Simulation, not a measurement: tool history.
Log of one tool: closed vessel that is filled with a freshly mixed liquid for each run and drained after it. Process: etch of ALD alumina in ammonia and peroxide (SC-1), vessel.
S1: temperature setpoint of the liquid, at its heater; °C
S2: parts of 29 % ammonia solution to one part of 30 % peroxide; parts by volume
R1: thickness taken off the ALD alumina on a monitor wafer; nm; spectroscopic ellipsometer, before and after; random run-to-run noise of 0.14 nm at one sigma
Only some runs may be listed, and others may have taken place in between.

run 1 hour=0.0 | S1=62.0 S2=0.85 time_in_the_liquid_(s)=615 | R1=78.812
run 2 hour=6.8 | S1=62.0 S2=0.85 time_in_the_liquid_(s)=660 | R1=84.216
run 3 hour=15.1 | S1=59.5 S2=0.85 time_in_the_liquid_(s)=660 | R1=74.410
run 4 hour=22.0 | S1=57.5 S2=0.85 time_in_the_liquid_(s)=660 | R1=66.652
run 5 hour=23.8 | S1=56.0 S2=0.85 time_in_the_liquid_(s)=660 | R1=62.230
run 6 hour=25.7 | S1=54.5 S2=0.85 time_in_the_liquid_(s)=660 | R1=57.545
run 7 hour=29.8 | S1=53.5 S2=0.85 time_in_the_liquid_(s)=660 | R1=54.081

What will run 8 give?
run 8 hour=32.3 | S1=52.5 S2=0.85 time_in_the_liquid_(s)=660 | R1=?

{"run 8": {"R1": 51.082}}
